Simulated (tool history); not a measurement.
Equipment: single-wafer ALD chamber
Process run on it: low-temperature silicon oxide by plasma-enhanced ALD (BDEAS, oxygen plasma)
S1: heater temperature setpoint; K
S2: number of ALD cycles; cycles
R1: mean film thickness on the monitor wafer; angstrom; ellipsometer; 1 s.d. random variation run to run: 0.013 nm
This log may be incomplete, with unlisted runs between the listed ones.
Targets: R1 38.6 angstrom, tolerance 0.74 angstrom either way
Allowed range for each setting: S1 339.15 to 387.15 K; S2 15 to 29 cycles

{"run": 1, "hour": 0.0, "S1": 363.15, "S2": 22, "R1": 34.038}
{"run": 2, "hour": 0.7, "S1": 372.15, "S2": 22, "R1": 33.027}
{"run": 3, "hour": 6.3, "S1": 365.15, "S2": 22, "R1": 33.6}
{"run": 4, "hour": 13.5, "S1": 363.15, "S2": 22, "R1": 34.047}
{"run": 5, "hour": 20.1, "S1": 371.15, "S2": 22, "R1": 33.376}
{"run": 6, "hour": 22.9, "S1": 375.15, "S2": 22, "R1": 32.89}
{"run": 7, "hour": 27.2, "S1": 372.15, "S2": 22, "R1": 33.039}
{"run": 8, "hour": 30.2, "S1": 369.15, "S2": 22, "R1": 33.313}
{"run": 9, "hour": 33.5, "S1": 366.15, "S2": 22, "R1": 33.64}
{"run": 10, "hour": 39.2, "S1": 364.15, "S2": 22, "R1": 34.068}
{"run": 11, "hour": 43.4, "S1": 361.15, "S2": 22, "R1": 34.179}
{"run": 12, "hour": 46.6, "S1": 359.15, "S2": 22, "R1": 34.56}
{"run": 13, "hour": 54.6, "S1": 357.15, "S2": 22, "R1": 34.744}
{"run": 14, "hour": 60.6, "S1": 355.15, "S2": 22, "R1": 34.85}

Next run, 5 choices. One meets every target within its allowed miss, the rest don't. Which?
{"run": "A", "hour": 66.6, "S1": 363.15, "S2": 25, "R1": "?"}
{"run": "B", "hour": 66.6, "S1": 361.15, "S2": 26, "R1": "?"}
{"run": "C", "hour": 66.6, "S1": 353.15, "S2": 19, "R1": "?"}
{"run": "D", "hour": 66.6, "S1": 350.15, "S2": 20, "R1": "?"}
{"run": "E", "hour": 66.6, "S1": 351.15, "S2": 23, "R1": "?"}

move=A R1=38.672
move=B R1=40.465
move=C R1=30.292
move=D R1=32.171
move=E R1=36.887
A: every result lands within tolerance
B: takes the result that was furthest off past its target
C: moves away from the targets compared with the last run
D: moves away from the targets compared with the last run
E: moves toward the targets from the last run without getting all of them in spec
So the answer is move A, the one that meets all the targets.
